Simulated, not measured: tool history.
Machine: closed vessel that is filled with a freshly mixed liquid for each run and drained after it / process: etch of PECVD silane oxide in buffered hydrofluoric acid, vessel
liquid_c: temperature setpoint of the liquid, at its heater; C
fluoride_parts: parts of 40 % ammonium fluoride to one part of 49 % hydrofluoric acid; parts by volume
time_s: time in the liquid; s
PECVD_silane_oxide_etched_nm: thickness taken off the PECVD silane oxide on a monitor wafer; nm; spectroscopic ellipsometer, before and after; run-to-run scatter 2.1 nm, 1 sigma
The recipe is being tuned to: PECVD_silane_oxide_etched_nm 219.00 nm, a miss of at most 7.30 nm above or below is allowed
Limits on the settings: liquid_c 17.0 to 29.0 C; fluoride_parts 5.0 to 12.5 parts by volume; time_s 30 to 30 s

run	hour	liquid_c	fluoride_parts	time_s	PECVD_silane_oxide_etched_nm
1	0.0	21.0	7.5	30	156.17
2	7.0	21.0	7.5	30	155.99
3	9.5	22.0	7.5	30	165.18
4	13.4	22.0	7.5	30	165.93
5	22.4	22.0	8.5	30	144.39
6	31.1	24.0	8.5	30	163.78
7	37.2	24.5	8.5	30	169.46
8	46.1	25.0	8.5	30	170.44
9	50.6	25.5	8.5	30	177.39
10	57.6	25.5	8.5	30	173.36
11	61.2	26.0	8.5	30	185.23
12	62.1	26.5	8.5	30	184.80
13	69.9	27.0	8.5	30	190.13
14	75.7	27.5	8.5	30	200.71

Next run, 4 choices. One meets every target within its allowed miss, the rest don't. Which?
A	81.5	28.0	8.5	30	?
B	81.5	29.0	7.5	30	?
C	81.5	27.0	7.5	30	?
D	81.5	29.0	9.0	30	?

move	PECVD_silane_oxide_etched_nm
A	199.95
B	241.37
C	217.08
D	198.15
A: about as far from the targets as the last run
B: takes the result that was furthest off past its target
C: hits every target within its allowed miss
D: the biggest miss grows against the last run
C is the move that brings every result within its allowed miss.
